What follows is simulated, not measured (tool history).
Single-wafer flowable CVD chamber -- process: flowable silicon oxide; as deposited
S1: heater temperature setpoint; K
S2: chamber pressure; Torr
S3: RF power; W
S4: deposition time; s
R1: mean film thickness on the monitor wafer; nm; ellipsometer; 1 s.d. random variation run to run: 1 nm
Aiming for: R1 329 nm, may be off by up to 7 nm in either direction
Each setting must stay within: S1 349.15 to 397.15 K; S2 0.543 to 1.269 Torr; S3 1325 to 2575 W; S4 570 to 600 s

run	hour	S1	S2	S3	S4	R1
1	0	373.15	0.906	1950	600	421.86
2	3.7	373.15	0.906	1950	600	420.79
3	6.8	373.15	0.807	1950	600	375.95
4	7.6	374.15	0.807	1950	600	362.61
5	16.3	374.15	0.807	1805	600	351.87
6	21.6	369.15	0.807	1805	600	423.71
# hour 27.8: capacitance manometer re-zeroed and calibrated
7	27.8	377.15	0.805	1805	600	302.73
8	34.1	376.15	0.805	1805	600	314.11

Of the 4 settings listed for the next run, only one would bring every result within its allowed miss of target. Which one?
A	40.4	382.15	1.106	1410	600	?
B	40.4	365.15	0.579	1350	588	?
C	40.4	376.15	0.859	1950	570	?
D	40.4	376.15	0.76	1775	600	?

move	R1
A	307.69
B	294.37
C	326.83
D	295.54
A: moves away from the targets compared with the last run
B: moves away from the targets compared with the last run
C: each result inside its tolerance
D: moves away from the targets compared with the last run
Answer: C
